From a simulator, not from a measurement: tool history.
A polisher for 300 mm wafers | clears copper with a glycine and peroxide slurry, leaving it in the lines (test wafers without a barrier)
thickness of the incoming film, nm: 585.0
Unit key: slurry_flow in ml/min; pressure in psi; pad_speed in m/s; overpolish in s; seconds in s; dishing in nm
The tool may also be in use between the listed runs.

run  hour  slurry_flow  pressure  pad_speed  overpolish  seconds  dishing
  1     0          160       2.7       1.28          25   83.463    83.51
  2   5.7          160       2.7        1.1          25   94.061   79.444
  3   8.1          160       2.7       0.84          25    116.8   67.408
  4  10.4          160       2.9       0.88          25    106.2   70.974
  5  16.9          160       3.4       0.88          25   95.363   77.801
  6  21.3          160       3.5       0.92          25   92.097    81.65

The next listed run, before its measurement:
  7  28.5          160       3.6       0.98          25        ?        ?

Run 7 came out at seconds 83.455 s, dishing 88.054 nm.
